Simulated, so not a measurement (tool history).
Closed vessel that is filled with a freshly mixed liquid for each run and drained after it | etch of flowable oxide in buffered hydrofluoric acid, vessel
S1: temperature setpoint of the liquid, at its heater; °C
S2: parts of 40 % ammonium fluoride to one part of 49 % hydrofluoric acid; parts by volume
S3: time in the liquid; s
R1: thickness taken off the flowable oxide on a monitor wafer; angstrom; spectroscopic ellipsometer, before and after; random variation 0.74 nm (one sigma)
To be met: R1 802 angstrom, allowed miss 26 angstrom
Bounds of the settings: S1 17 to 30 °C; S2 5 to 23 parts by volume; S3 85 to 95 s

run,hour,S1,S2,S3,R1
1,0,22,14,85,1212.7
2,1.1,25,14,85,1416.5
3,8.8,23.5,14.5,85,1279.2
4,12.4,22,15,85,1139.8
5,17.2,22,15,95,1239.5
6,22.8,21,15.5,95,1156.8
7,29.3,20,16,95,1073.8
8,34.3,19.5,16.5,95,999.16
9,39.9,19,16.5,95,983.24
10,48.7,18.5,17,95,915.81
11,54.4,18.5,17,95,900.74
12,63.1,18,17,95,900.75
13,65.9,17.5,17.5,95,842

Which of these 4 next moves meets every target?
A,68.7,18,16,90,?
B,68.7,21.5,21.5,85,?
C,68.7,18.5,17,90,?
D,68.7,19,17.5,90,?

move,R1
A,907.7
B,796.67
C,879.63
D,879.35
A: further off than the last run
B: meets every target
C: further off than the last run
D: further off than the last run
The right move is B.
